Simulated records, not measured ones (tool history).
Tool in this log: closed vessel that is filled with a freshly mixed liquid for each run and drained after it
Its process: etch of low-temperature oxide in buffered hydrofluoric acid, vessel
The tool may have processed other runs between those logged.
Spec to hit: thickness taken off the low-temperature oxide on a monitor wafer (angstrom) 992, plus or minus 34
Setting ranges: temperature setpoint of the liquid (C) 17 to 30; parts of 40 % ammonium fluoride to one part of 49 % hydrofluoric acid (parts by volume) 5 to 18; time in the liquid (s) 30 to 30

run,hour,temperature setpoint of the liquid (C),parts of 40 % ammonium fluoride to one part of 49 % hydrofluoric acid (parts by volume),time in the liquid (s),thickness taken off the low-temperature oxide on a monitor wafer (angstrom)
1,0,22,11,30,459.91
2,2.9,23,10.5,30,505.11
3,7.5,23,8.5,30,596.51
4,8.5,23.5,8.5,30,622.36
5,14.1,24,8.5,30,641.47
6,20.3,24,8.5,30,636.97
7,28.8,24.5,8.5,30,663.15
8,36.2,25,8.5,30,671.21
9,42.8,25,8.5,30,668.97
10,47.2,25.5,8.5,30,690.88
11,56.2,29.5,7,30,1056

Consider the 5 candidate settings below. Which is the only one whose results all fall within their allowed miss of target?
A,65.2,29.5,6.5,30,?
B,65.2,27,7,30,?
C,65.2,26.5,5.5,30,?
D,65.2,29.5,7.5,30,?
E,65.2,29,6,30,?

move,thickness taken off the low-temperature oxide on a monitor wafer (angstrom)
A,1116.7
B,917.37
C,1098.7
D,972.16
E,1165.6
A: moves away from the targets compared with the last run
B: takes the biggest miss from the last run beyond its target
C: moves away from the targets compared with the last run
D: all results land within tolerance of their targets
E: moves away from the targets compared with the last run
D meets every target.
